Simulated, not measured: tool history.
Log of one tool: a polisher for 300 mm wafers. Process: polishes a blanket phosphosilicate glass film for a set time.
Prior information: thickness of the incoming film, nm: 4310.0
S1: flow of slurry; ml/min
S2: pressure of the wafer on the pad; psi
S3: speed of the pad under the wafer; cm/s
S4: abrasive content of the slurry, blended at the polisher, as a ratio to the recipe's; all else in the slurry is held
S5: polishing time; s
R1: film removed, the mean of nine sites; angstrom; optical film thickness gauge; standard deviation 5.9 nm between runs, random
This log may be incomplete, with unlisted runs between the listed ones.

run 1 hour=0.0 | S1=190 S2=2.0 S3=114 S4=1.0 S5=111 | R1=6931.5
run 2 hour=5.8 | S1=190 S2=1.9 S3=114 S4=1.0 S5=111 | R1=6785.9
run 3 hour=9.5 | S1=190 S2=1.8 S3=114 S4=1.0 S5=111 | R1=6466.2
run 4 hour=12.2 | S1=190 S2=1.8 S3=114 S4=1.0 S5=117 | R1=6706.6
run 5 hour=19.7 | S1=205 S2=1.8 S3=114 S4=1.0 S5=117 | R1=6712.2
run 6 hour=24.5 | S1=205 S2=1.6 S3=114 S4=1.0 S5=117 | R1=6157.2
run 7 hour=27.3 | S1=205 S2=1.5 S3=114 S4=1.0 S5=117 | R1=5900.9

Estimate the outcome of run 8 from the log above:
run 8 hour=35.4 | S1=205 S2=1.4 S3=114 S4=1.0 S5=117 | R1=?

{"run 8": {"R1": 5815.8}}

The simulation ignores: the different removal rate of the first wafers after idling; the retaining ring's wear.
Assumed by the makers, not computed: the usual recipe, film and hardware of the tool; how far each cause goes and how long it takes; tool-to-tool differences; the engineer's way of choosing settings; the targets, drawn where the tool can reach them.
